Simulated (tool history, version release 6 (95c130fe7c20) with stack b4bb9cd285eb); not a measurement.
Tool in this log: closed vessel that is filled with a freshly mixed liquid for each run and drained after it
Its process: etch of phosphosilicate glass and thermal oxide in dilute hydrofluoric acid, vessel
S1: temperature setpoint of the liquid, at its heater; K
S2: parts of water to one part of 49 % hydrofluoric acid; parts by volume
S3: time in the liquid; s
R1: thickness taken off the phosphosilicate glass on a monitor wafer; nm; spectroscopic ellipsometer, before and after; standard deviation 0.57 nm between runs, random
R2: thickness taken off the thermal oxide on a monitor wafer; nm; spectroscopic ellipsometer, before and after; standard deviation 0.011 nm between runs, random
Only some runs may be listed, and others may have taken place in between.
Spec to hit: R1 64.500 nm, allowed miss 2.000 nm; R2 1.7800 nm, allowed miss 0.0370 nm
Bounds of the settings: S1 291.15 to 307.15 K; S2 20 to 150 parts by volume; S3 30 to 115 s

Run 1, hour 0.0: S1 299.15 K, S2 85 parts by volume, S3 60 s. Result: R1 140.040 nm, R2 3.8750 nm.
Run 2, hour 2.8: S1 297.15 K, S2 95 parts by volume, S3 60 s. Result: R1 116.080 nm, R2 3.1537 nm.
Run 3, hour 4.9: S1 296.15 K, S2 105 parts by volume, S3 60 s. Result: R1 97.371 nm, R2 2.6992 nm.
Run 4, hour 12.1: S1 296.15 K, S2 105 parts by volume, S3 85 s. Result: R1 140.650 nm, R2 3.8523 nm.
Run 5, hour 20.3: S1 296.15 K, S2 115 parts by volume, S3 85 s. Result: R1 124.900 nm, R2 3.4553 nm.
Run 6, hour 29.1: S1 296.15 K, S2 115 parts by volume, S3 105 s. Result: R1 152.520 nm, R2 4.2992 nm.
Run 7, hour 35.8: S1 294.65 K, S2 125 parts by volume, S3 100 s. Result: R1 123.900 nm, R2 3.4573 nm.
Run 8, hour 42.1: S1 293.65 K, S2 130 parts by volume, S3 95 s. Result: R1 110.280 nm, R2 3.0217 nm.
Run 9, hour 49.2: S1 293.65 K, S2 135 parts by volume, S3 90 s. Result: R1 100.850 nm, R2 2.7487 nm.
Run 10, hour 56.3: S1 293.15 K, S2 140 parts by volume, S3 85 s. Result: R1 88.475 nm, R2 2.4609 nm.
Run 11, hour 61.1: S1 292.65 K, S2 145 parts by volume, S3 80 s. Result: R1 77.443 nm, R2 2.1673 nm.
Run 12, hour 68.0: S1 292.15 K, S2 145 parts by volume, S3 75 s. Result: R1 72.359 nm, R2 1.9778 nm.
Run 13, hour 70.8: S1 291.65 K, S2 150 parts by volume, S3 75 s. Result: R1 67.891 nm, R2 1.8774 nm.
Run 14, hour 74.8: S1 291.15 K, S2 150 parts by volume, S3 70 s. Result: R1 62.529 nm, R2 1.7376 nm.

Next run, 4 choices. One meets every target within its allowed miss, the rest don't. Which?
Run A, hour 78.8: S1 291.65 K, S2 125 parts by volume, S3 55 s. Result: R1 ?, R2 ?.
Run B, hour 78.8: S1 291.65 K, S2 130 parts by volume, S3 55 s. Result: R1 ?, R2 ?.
Run C, hour 78.8: S1 291.15 K, S2 145 parts by volume, S3 65 s. Result: R1 ?, R2 ?.
Run D, hour 78.8: S1 291.65 K, S2 140 parts by volume, S3 65 s. Result: R1 ?, R2 ?.

move      R1      R2
   A  61.571  1.6939
   B  58.897  1.6203
   C  60.221  1.6568
   D  63.975  1.7600
A: misses by more than the last run did
B: misses by more than the last run did
C: misses by more than the last run did
D: each result inside its tolerance
So the answer is move D, the one that meets all the targets.

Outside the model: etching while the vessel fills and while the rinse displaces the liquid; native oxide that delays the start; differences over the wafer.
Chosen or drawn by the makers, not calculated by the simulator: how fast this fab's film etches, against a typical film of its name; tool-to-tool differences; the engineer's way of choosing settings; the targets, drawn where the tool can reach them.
